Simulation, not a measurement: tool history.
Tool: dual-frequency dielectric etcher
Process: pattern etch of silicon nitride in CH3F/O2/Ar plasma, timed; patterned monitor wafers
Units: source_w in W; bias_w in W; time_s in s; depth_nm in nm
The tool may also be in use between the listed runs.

run	hour	source_w	bias_w	time_s	depth_nm
1	0.0	280	51	34.5	22.009
2	7.0	250	51	34.5	21.047
3	12.6	250	44	34.5	20.202
4	19.6	290	44	34.5	21.696
5	22.1	250	44	34.5	20.331
6	23.5	240	42	34.5	19.682

The next listed run, before its measurement:
7	28.7	180	33	34.0	?

Run 7 gave depth_nm 16.116 nm.
